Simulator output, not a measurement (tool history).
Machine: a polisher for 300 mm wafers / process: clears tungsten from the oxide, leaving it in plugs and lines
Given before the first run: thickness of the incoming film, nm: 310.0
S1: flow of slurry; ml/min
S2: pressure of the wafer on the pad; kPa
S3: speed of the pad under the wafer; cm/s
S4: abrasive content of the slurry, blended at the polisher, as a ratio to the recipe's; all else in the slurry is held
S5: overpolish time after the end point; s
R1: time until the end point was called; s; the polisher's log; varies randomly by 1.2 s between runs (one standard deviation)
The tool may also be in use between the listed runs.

Run 1, hour 0.0: S1 200 ml/min, S2 24.8 kPa, S3 92 cm/s, S4 1.0, S5 24 s. Result: R1 57.139 s.
Run 2, hour 4.5: S1 235 ml/min, S2 24.8 kPa, S3 92 cm/s, S4 1.0, S5 24 s. Result: R1 55.758 s.
Run 3, hour 9.8: S1 230 ml/min, S2 22.1 kPa, S3 88 cm/s, S4 1.0, S5 24 s. Result: R1 65.395 s.
Run 4, hour 17.5: S1 230 ml/min, S2 27.6 kPa, S3 88 cm/s, S4 1.0, S5 24 s. Result: R1 52.801 s.
Run 5, hour 22.4: S1 230 ml/min, S2 30.3 kPa, S3 88 cm/s, S4 1.0, S5 24 s. Result: R1 49.412 s.
Run 6, hour 27.2: S1 230 ml/min, S2 26.9 kPa, S3 84 cm/s, S4 1.0, S5 24 s. Result: R1 57.186 s.
Run 7, hour 31.5: S1 230 ml/min, S2 24.1 kPa, S3 80 cm/s, S4 1.0, S5 24 s. Result: R1 66.920 s.
Run 8, hour 35.1: S1 230 ml/min, S2 22.1 kPa, S3 78 cm/s, S4 1.0, S5 24 s. Result: R1 73.638 s.
Run 9, hour 36.5: S1 230 ml/min, S2 20.0 kPa, S3 76 cm/s, S4 1.0, S5 24 s. Result: R1 83.191 s.
Run 10, hour 43.7: S1 230 ml/min, S2 18.6 kPa, S3 76 cm/s, S4 1.0, S5 24 s. Result: R1 88.917 s.

What does the tool deliver on the next run?
Run 11, hour 45.0: S1 230 ml/min, S2 17.2 kPa, S3 76 cm/s, S4 1.0, S5 24 s. Result: R1 ?.

{"run 11": {"R1": 97.665}}

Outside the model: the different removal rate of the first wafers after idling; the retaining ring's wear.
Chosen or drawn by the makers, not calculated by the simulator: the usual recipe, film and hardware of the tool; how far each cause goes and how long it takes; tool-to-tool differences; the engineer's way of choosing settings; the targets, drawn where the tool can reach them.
